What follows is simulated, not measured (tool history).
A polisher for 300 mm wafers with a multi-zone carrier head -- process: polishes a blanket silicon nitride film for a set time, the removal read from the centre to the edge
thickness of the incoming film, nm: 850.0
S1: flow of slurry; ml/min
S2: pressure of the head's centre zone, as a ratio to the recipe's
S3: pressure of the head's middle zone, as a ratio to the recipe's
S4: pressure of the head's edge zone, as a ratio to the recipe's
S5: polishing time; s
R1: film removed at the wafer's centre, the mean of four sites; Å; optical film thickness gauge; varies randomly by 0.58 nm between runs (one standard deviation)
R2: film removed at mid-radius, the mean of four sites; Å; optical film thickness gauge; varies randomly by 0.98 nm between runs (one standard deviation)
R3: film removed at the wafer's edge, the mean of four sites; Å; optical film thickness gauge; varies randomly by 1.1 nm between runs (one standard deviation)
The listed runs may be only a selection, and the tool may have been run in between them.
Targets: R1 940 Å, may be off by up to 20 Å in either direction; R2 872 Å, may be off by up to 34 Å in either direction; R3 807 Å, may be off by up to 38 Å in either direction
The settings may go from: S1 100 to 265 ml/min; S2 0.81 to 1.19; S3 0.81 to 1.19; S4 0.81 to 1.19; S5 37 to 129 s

| run | hour | S1 | S2 | S3 | S4 | S5 | R1 | R2 | R3 |
|---|---|---|---|---|---|---|---|---|---|
| 1 | 0 | 170 | 1 | 1 | 1 | 83 | 967.8 | 964.02 | 1007.2 |
| 2 | 7.6 | 170 | 1 | 1.07 | 1 | 83 | 979.77 | 1011.6 | 1005.8 |
| 3 | 10.3 | 170 | 1 | 1.11 | 1 | 83 | 967.12 | 1036.3 | 1010.4 |
| 4 | 15.3 | 170 | 1 | 1.11 | 1.06 | 83 | 975.1 | 1019.9 | 1022.1 |
| 5 | 22.1 | 170 | 1.06 | 1.11 | 1.06 | 83 | 1025.5 | 1032.7 | 1033.1 |
| 6 | 23.9 | 170 | 1.07 | 1.1 | 1.04 | 81 | 1014 | 963.81 | 992.89 |
| 7 | 27.1 | 165 | 1.08 | 1.11 | 1.02 | 80 | 1004.6 | 972.45 | 964.41 |
| 8 | 29.3 | 160 | 1.08 | 1.11 | 1 | 79 | 987.81 | 960.48 | 944.15 |
| 9 | 36.5 | 155 | 1.09 | 1.11 | 0.98 | 78 | 974.16 | 934.34 | 951.01 |
| 10 | 43.7 | 165 | 1.09 | 1.11 | 0.97 | 76 | 966.1 | 933.17 | 918.44 |
| 11 | 47.8 | 165 | 1.1 | 1.11 | 0.96 | 75 | 966.08 | 919.32 | 874.74 |
| 12 | 50.4 | 135 | 1.11 | 1.09 | 0.89 | 74 | 907.27 | 868.9 | 812.8 |

Consider the 4 candidate settings below. Which is the only one whose results all fall within their allowed miss of target?
| A | 53 | 105 | 1.07 | 1.1 | 0.9 | 80 | ? | ? | ? |
| B | 53 | 165 | 1.19 | 1.02 | 0.83 | 68 | ? | ? | ? |
| C | 53 | 145 | 1.09 | 1.04 | 0.81 | 76 | ? | ? | ? |
| D | 53 | 150 | 1.18 | 1.1 | 0.85 | 73 | ? | ? | ? |

| move | R1 | R2 | R3 |
|---|---|---|---|
| A | 870.68 | 868.38 | 844.86 |
| B | 939.14 | 790.5 | 751.63 |
| C | 932.25 | 870.77 | 814.96 |
| D | 978.41 | 872.11 | 803.43 |
A: the biggest miss grows against the last run
B: the furthest-off result lands on target, but another misses its tolerance
C: all results in spec
D: pushes the last run's worst result past its target
Correct choice: C, which meets every target
